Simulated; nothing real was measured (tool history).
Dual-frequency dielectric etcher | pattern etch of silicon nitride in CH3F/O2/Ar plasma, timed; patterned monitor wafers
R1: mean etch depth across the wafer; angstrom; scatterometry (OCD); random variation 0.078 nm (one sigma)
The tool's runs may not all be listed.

{"run": 1, "hour": 0.0, "source power (W)": 480, "bias power (W)": 60, "etch time (s)": 36, "R1": 247.14}
{"run": 2, "hour": 5.4, "source power (W)": 480, "bias power (W)": 66, "etch time (s)": 36, "R1": 255.33}
{"run": 3, "hour": 8.1, "source power (W)": 460, "bias power (W)": 66, "etch time (s)": 36, "R1": 252.27}
{"run": 4, "hour": 11.1, "source power (W)": 410, "bias power (W)": 66, "etch time (s)": 36, "R1": 244.62}
{"run": 5, "hour": 18.4, "source power (W)": 410, "bias power (W)": 56, "etch time (s)": 36, "R1": 232.83}
{"run": 6, "hour": 26.2, "source power (W)": 410, "bias power (W)": 63, "etch time (s)": 36, "R1": 239.11}
{"run": 7, "hour": 32.7, "source power (W)": 400, "bias power (W)": 63, "etch time (s)": 36, "R1": 239.87}
{"run": 8, "hour": 34.5, "source power (W)": 390, "bias power (W)": 63, "etch time (s)": 36, "R1": 239.57}
{"run": 9, "hour": 37.6, "source power (W)": 380, "bias power (W)": 63, "etch time (s)": 36, "R1": 237.25}
{"run": 10, "hour": 42.8, "source power (W)": 370, "bias power (W)": 63, "etch time (s)": 36, "R1": 235.75}
{"run": 11, "hour": 45.3, "source power (W)": 370, "bias power (W)": 63, "etch time (s)": 36, "R1": 236.43}

The next listed run, before its measurement:
{"run": 12, "hour": 52.3, "source power (W)": 360, "bias power (W)": 63, "etch time (s)": 36, "R1": "?"}

R1: 235.43 angstrom
